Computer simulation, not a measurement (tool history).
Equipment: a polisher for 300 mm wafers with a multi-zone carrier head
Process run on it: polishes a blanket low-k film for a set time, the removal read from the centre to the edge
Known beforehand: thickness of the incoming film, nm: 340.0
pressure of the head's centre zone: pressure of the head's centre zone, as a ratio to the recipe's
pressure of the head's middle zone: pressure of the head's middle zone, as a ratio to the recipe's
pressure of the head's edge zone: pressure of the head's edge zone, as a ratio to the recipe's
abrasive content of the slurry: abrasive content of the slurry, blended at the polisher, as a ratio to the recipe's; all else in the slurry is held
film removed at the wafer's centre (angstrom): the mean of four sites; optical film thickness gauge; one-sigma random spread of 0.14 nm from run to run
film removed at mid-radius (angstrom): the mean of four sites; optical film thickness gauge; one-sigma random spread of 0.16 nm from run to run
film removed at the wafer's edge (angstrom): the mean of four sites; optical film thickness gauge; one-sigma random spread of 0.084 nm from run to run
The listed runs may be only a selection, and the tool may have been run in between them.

run,hour,flow of slurry (ml/min),pressure of the head's centre zone,pressure of the head's middle zone,pressure of the head's edge zone,abrasive content of the slurry,polishing time (s),film removed at the wafer's centre (angstrom),film removed at mid-radius (angstrom),film removed at the wafer's edge (angstrom)
1,0,310,1,1,1,1,41,111.67,111.4,108.59
2,3.5,310,1,1,1,1.2,41,122.86,119.91,119.43
3,6.7,310,0.99,1,1.01,1.2,41,119.37,121.43,120.64
4,10.3,310,0.99,1,1.08,1.2,41,122.84,121.39,123.55
5,12.3,310,0.99,1,1.08,1.2,32,94.197,92.987,96.799
6,14.4,310,0.98,1,1.09,1.25,33,97.897,101.34,102.05

The next listed run, before its measurement:
7,18.7,310,0.97,0.99,1.1,1.3,33,?,?,?

{"run 7": {"film removed at the wafer's centre (angstrom)": 100.42, "film removed at mid-radius (angstrom)": 99.349, "film removed at the wafer's edge (angstrom)": 103.8}}
